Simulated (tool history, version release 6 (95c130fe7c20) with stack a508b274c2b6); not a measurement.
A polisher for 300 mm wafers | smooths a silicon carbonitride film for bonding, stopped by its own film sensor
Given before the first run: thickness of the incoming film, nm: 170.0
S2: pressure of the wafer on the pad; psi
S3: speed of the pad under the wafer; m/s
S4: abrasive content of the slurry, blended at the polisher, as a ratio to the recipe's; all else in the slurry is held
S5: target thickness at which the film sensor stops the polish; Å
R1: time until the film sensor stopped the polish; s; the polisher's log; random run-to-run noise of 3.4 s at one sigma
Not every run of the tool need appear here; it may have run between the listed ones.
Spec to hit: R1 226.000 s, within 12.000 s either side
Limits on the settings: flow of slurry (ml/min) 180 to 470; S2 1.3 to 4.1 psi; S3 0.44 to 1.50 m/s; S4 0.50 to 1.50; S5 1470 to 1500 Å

Run 1, hour 0.0: flow of slurry (ml/min) 300, S2 2.7 psi, S3 0.96 m/s, S4 1.00, S5 1470 Å. Result: R1 77.640 s.
Run 2, hour 5.7: flow of slurry (ml/min) 295, S2 2.3 psi, S3 0.80 m/s, S4 0.95, S5 1470 Å. Result: R1 105.090 s.
Run 3, hour 7.9: flow of slurry (ml/min) 295, S2 2.3 psi, S3 0.80 m/s, S4 0.95, S5 1500 Å. Result: R1 90.684 s.
Run 4, hour 13.9: flow of slurry (ml/min) 260, S2 2.3 psi, S3 0.80 m/s, S4 0.95, S5 1500 Å. Result: R1 94.213 s.
Run 5, hour 17.2: flow of slurry (ml/min) 260, S2 2.3 psi, S3 0.80 m/s, S4 0.75, S5 1500 Å. Result: R1 105.640 s.
Run 6, hour 19.8: flow of slurry (ml/min) 220, S2 2.3 psi, S3 0.80 m/s, S4 0.75, S5 1500 Å. Result: R1 105.390 s.
Run 7, hour 27.3: flow of slurry (ml/min) 220, S2 2.0 psi, S3 0.68 m/s, S4 0.70, S5 1490 Å. Result: R1 150.120 s.
Run 8, hour 32.4: flow of slurry (ml/min) 220, S2 1.8 psi, S3 0.66 m/s, S4 0.70, S5 1490 Å. Result: R1 170.710 s.
Run 9, hour 38.5: flow of slurry (ml/min) 220, S2 1.6 psi, S3 0.66 m/s, S4 0.70, S5 1490 Å. Result: R1 189.810 s.
Run 10, hour 44.1: flow of slurry (ml/min) 220, S2 1.5 psi, S3 0.66 m/s, S4 0.70, S5 1490 Å. Result: R1 204.760 s.

Which one of the following 4 next-run settings gets every result inside its allowed miss? There is exactly one.
Run A, hour 49.7: flow of slurry (ml/min) 190, S2 1.3 psi, S3 0.76 m/s, S4 1.00, S5 1480 Å. Result: R1 ?.
Run B, hour 49.7: flow of slurry (ml/min) 195, S2 1.6 psi, S3 0.74 m/s, S4 0.60, S5 1500 Å. Result: R1 ?.
Run C, hour 49.7: flow of slurry (ml/min) 200, S2 1.9 psi, S3 0.44 m/s, S4 0.85, S5 1470 Å. Result: R1 ?.
Run D, hour 49.7: flow of slurry (ml/min) 180, S2 1.3 psi, S3 0.92 m/s, S4 0.90, S5 1470 Å. Result: R1 ?.

move       R1
   A  179.890
   B  180.310
   C  219.240
   D  170.290
A: its largest miss is bigger than the last run's
B: its largest miss is bigger than the last run's
C: every result lands within tolerance
D: its largest miss is bigger than the last run's
Correct choice: C, which meets every target
